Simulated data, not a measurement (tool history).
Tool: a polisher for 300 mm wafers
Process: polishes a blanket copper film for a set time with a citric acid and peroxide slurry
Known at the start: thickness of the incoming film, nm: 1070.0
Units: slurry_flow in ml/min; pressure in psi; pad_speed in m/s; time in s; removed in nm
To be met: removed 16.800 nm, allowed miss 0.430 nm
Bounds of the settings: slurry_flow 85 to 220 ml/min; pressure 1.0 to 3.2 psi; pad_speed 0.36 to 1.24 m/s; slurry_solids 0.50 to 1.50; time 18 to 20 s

run 1 day=0.000 | slurry_flow=140 pressure=2.1 pad_speed=0.80 slurry_solids=1.00 time=20 | removed=23.245
run 2 day=0.346 | slurry_flow=140 pressure=2.1 pad_speed=0.80 slurry_solids=0.90 time=20 | removed=23.134
run 3 day=0.479 | slurry_flow=135 pressure=2.0 pad_speed=0.80 slurry_solids=0.90 time=20 | removed=21.785
run 4 day=0.733 | slurry_flow=135 pressure=2.0 pad_speed=0.80 slurry_solids=0.90 time=18 | removed=19.659
run 5 day=0.938 | slurry_flow=135 pressure=2.0 pad_speed=0.80 slurry_solids=0.90 time=20 | removed=22.035
run 6 day=1.021 | slurry_flow=135 pressure=2.0 pad_speed=0.80 slurry_solids=0.90 time=18 | removed=19.591
run 7 day=1.158 | slurry_flow=135 pressure=2.0 pad_speed=0.80 slurry_solids=0.90 time=18 | removed=19.632
run 8 day=1.454 | slurry_flow=125 pressure=2.0 pad_speed=0.80 slurry_solids=0.90 time=18 | removed=19.056
run 9 day=1.725 | slurry_flow=115 pressure=2.0 pad_speed=0.80 slurry_solids=0.90 time=18 | removed=19.007
run 10 day=1.917 | slurry_flow=110 pressure=2.0 pad_speed=0.80 slurry_solids=0.90 time=18 | removed=18.750
run 11 day=1.971 | slurry_flow=105 pressure=2.0 pad_speed=0.80 slurry_solids=0.90 time=18 | removed=18.372
run 12 day=2.029 | slurry_flow=90 pressure=1.8 pad_speed=0.80 slurry_solids=0.90 time=18 | removed=15.972

4 next moves are on the table. One of them brings every result within its allowed miss. Which?
run A day=2.088 | slurry_flow=85 pressure=1.9 pad_speed=0.74 slurry_solids=0.60 time=19 | removed=?
run B day=2.088 | slurry_flow=95 pressure=1.8 pad_speed=0.84 slurry_solids=0.90 time=18 | removed=?
run C day=2.088 | slurry_flow=85 pressure=1.7 pad_speed=0.80 slurry_solids=0.80 time=19 | removed=?
run D day=2.088 | slurry_flow=85 pressure=1.6 pad_speed=0.78 slurry_solids=0.95 time=19 | removed=?

move=A removed=15.569
move=B removed=16.910
move=C removed=15.423
move=D removed=14.633
A: further off than the last run
B: meets every target
C: further off than the last run
D: further off than the last run
Move B is the one to make.
